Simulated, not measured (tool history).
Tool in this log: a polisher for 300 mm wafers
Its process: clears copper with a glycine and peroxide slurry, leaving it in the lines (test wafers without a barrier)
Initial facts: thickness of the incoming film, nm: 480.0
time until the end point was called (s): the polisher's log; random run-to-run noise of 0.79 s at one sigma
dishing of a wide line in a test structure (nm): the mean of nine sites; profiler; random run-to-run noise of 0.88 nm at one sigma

| run | hour | flow of slurry (ml/min) | pressure of the wafer on the pad (kPa) | speed of the pad under the wafer (m/s) | overpolish time after the end point (s) | time until the end point was called (s) | dishing of a wide line in a test structure (nm) |
|---|---|---|---|---|---|---|---|
| 1 | 0 | 235 | 15.9 | 1.24 | 27 | 71.756 | 99.349 |
| 2 | 7.2 | 230 | 16.5 | 1.36 | 21 | 64.571 | 89.481 |
| 3 | 10.3 | 230 | 17.2 | 1.4 | 17 | 60.309 | 81.3 |
| 4 | 11 | 230 | 20 | 1.4 | 17 | 52.669 | 90.933 |
| 5 | 14.2 | 200 | 20 | 1.4 | 17 | 53.026 | 89.925 |
|  | 23.1 | head pressure recalibrated |
| 6 | 23.1 | 165 | 20 | 1.4 | 17 | 61.558 | 81.364 |
| 7 | 31.4 | 180 | 20 | 1.42 | 15 | 57.819 | 74.1 |

Forecast run 8:
| 8 | 33.3 | 190 | 20 | 1.44 | 14 | ? | ? |

{"run 8": {"time until the end point was called (s)": 57.849, "dishing of a wide line in a test structure (nm)": 72.362}}
